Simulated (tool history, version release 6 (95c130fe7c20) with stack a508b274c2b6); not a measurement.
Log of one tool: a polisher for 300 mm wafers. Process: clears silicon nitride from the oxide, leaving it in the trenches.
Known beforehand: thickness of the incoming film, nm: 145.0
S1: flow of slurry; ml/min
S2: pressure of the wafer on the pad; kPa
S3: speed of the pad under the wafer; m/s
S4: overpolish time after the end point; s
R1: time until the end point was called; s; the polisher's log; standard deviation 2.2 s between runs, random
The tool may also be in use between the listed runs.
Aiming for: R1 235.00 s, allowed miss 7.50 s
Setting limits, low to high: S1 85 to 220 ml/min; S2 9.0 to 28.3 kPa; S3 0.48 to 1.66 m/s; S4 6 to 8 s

| run | day | S1 | S2 | S3 | S4 | R1 |
|---|---|---|---|---|---|---|
| 1 | 0.000 | 140 | 18.6 | 1.06 | 8 | 172.30 |
| 2 | 0.371 | 140 | 18.6 | 1.06 | 6 | 171.65 |
| 3 | 0.550 | 140 | 22.8 | 1.06 | 6 | 143.96 |
| 4 | 0.871 | 135 | 20.7 | 1.06 | 6 | 155.46 |
| 5 | 1.221 | 135 | 19.3 | 1.06 | 6 | 166.22 |
| 6 | 1.517 | 135 | 22.1 | 1.06 | 6 | 149.70 |
| 7 | 1.788 | 130 | 20.0 | 1.06 | 6 | 165.45 |
| 8 | 2.004 | 125 | 18.6 | 1.06 | 6 | 175.19 |
| 9 | 2.146 | 125 | 18.6 | 1.06 | 6 | 173.54 |
| 10 | 2.421 | 125 | 17.2 | 1.06 | 6 | 188.48 |
| 11 | 2.608 | 120 | 16.5 | 1.06 | 6 | 194.15 |
| 12 | 2.775 | 120 | 15.9 | 1.06 | 6 | 202.29 |
| 13 | 3.033 | 115 | 15.2 | 1.06 | 6 | 210.82 |
|  | 3.112 | worn pad replaced by a new one |
| 14 | 3.112 | 110 | 14.5 | 1.06 | 6 | 206.12 |

4 next moves are on the table. One of them brings every result within its allowed miss. Which?
| A | 3.192 | 125 | 15.2 | 1.12 | 8 | ? |
| B | 3.192 | 125 | 17.9 | 0.96 | 6 | ? |
| C | 3.192 | 140 | 20.7 | 0.92 | 6 | ? |
| D | 3.192 | 150 | 11.0 | 1.08 | 8 | ? |

| move | R1 |
|---|---|
| A | 185.19 |
| B | 187.46 |
| C | 169.78 |
| D | 238.75 |
A: lands further from the targets than the last run did
B: lands further from the targets than the last run did
C: lands further from the targets than the last run did
D: meets every target
Go with D: it meets all targets.

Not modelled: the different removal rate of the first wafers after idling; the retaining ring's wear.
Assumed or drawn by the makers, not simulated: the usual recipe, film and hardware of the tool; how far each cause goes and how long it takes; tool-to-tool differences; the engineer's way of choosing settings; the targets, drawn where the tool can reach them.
